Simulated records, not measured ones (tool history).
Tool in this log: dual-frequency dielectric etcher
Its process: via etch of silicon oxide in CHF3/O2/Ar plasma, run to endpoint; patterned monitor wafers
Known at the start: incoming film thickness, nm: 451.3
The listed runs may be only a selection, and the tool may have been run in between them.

{"run": 1, "hour": 0.0, "source power (W)": 800, "bias power (W)": 237, "endpoint time (s)": 194.43}
{"run": 2, "hour": 7.4, "source power (W)": 930, "bias power (W)": 237, "endpoint time (s)": 184.56}
{"run": 3, "hour": 14.4, "source power (W)": 830, "bias power (W)": 220, "endpoint time (s)": 198.2}
{"run": 4, "hour": 19.7, "source power (W)": 920, "bias power (W)": 220, "endpoint time (s)": 191.31}
{"run": 5, "hour": 24.4, "source power (W)": 830, "bias power (W)": 208, "endpoint time (s)": 199.61}
{"run": 6, "hour": 26.7, "source power (W)": 750, "bias power (W)": 208, "endpoint time (s)": 209.86}

Run 7 has not been measured yet. What should we expect?
{"run": 7, "hour": 34.2, "source power (W)": 700, "bias power (W)": 204, "endpoint time (s)": "?"}

endpoint time (s): 212.64
